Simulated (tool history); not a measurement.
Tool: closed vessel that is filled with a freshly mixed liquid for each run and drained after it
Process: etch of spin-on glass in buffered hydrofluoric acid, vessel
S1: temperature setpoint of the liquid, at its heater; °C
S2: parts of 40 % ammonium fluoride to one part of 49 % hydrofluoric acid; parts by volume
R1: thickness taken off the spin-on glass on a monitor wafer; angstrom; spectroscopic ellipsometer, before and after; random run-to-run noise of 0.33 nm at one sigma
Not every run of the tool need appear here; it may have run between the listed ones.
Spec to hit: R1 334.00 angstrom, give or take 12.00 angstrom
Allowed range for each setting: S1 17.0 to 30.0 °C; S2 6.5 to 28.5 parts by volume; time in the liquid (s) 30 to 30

run 1 hour=0.0 | S1=22.0 S2=17.5 time_in_the_liquid_(s)=30 | R1=275.75
run 2 hour=8.1 | S1=22.5 S2=17.5 time_in_the_liquid_(s)=30 | R1=288.86
run 3 hour=13.0 | S1=24.0 S2=17.5 time_in_the_liquid_(s)=30 | R1=308.09
run 4 hour=21.3 | S1=27.0 S2=17.5 time_in_the_liquid_(s)=30 | R1=365.68
run 5 hour=25.6 | S1=27.0 S2=15.0 time_in_the_liquid_(s)=30 | R1=418.67
run 6 hour=31.9 | S1=30.0 S2=15.0 time_in_the_liquid_(s)=30 | R1=479.33
run 7 hour=33.2 | S1=29.0 S2=15.0 time_in_the_liquid_(s)=30 | R1=469.18
run 8 hour=34.9 | S1=28.5 S2=15.0 time_in_the_liquid_(s)=30 | R1=464.92
run 9 hour=40.5 | S1=28.0 S2=15.0 time_in_the_liquid_(s)=30 | R1=438.04
run 10 hour=48.7 | S1=27.5 S2=15.0 time_in_the_liquid_(s)=30 | R1=439.78
run 11 hour=52.6 | S1=27.0 S2=15.0 time_in_the_liquid_(s)=30 | R1=421.40
run 12 hour=53.4 | S1=26.5 S2=15.0 time_in_the_liquid_(s)=30 | R1=408.90
run 13 hour=59.6 | S1=26.0 S2=15.0 time_in_the_liquid_(s)=30 | R1=397.02
run 14 hour=63.0 | S1=25.5 S2=15.0 time_in_the_liquid_(s)=30 | R1=383.70
run 15 hour=64.7 | S1=25.0 S2=15.0 time_in_the_liquid_(s)=30 | R1=373.45
run 16 hour=67.7 | S1=24.0 S2=15.0 time_in_the_liquid_(s)=30 | R1=361.47

4 candidate next runs follow, results not yet known. Just one meets every target within its allowed miss. Identify it.
run A hour=70.7 | S1=23.5 S2=15.5 time_in_the_liquid_(s)=30 | R1=?
run B hour=70.7 | S1=21.5 S2=12.0 time_in_the_liquid_(s)=30 | R1=?
run C hour=70.7 | S1=22.5 S2=12.0 time_in_the_liquid_(s)=30 | R1=?
run D hour=70.7 | S1=22.5 S2=13.0 time_in_the_liquid_(s)=30 | R1=?

move=A R1=328.49
move=B R1=377.91
move=C R1=399.38
move=D R1=369.36
A: all results land within tolerance of their targets
B: the biggest miss grows against the last run
C: the biggest miss grows against the last run
D: the biggest miss grows against the last run
Answer: A
